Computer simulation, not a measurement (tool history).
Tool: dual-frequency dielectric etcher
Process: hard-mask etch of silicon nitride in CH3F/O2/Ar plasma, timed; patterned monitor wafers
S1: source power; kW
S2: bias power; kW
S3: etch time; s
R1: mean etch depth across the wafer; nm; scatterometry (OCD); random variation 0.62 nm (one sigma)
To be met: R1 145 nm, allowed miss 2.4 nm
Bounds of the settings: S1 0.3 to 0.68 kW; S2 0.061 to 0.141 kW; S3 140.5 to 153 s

run,hour,S1,S2,S3,R1
1,0,0.49,0.101,153,121.84
2,2.6,0.44,0.101,153,115.71
3,6.5,0.5,0.103,153,124.81
4,12.4,0.44,0.103,153,116.22
5,20.5,0.5,0.104,153,124.04
6,29.3,0.54,0.105,153,130.48
7,33.4,0.57,0.106,153,134.37
8,37.7,0.59,0.107,153,135.42
9,42.7,0.61,0.108,153,139.55

Which of these 4 next moves meets every target?
A,47.7,0.62,0.125,145,?
B,47.7,0.67,0.115,148,?
C,47.7,0.64,0.112,147.5,?
D,47.7,0.66,0.095,153,?

move,R1
A,138.74
B,143.62
C,138.88
D,139.79
A: further off than the last run
B: meets every target
C: further off than the last run
D: as far off as the last run
Move B is the one to make.
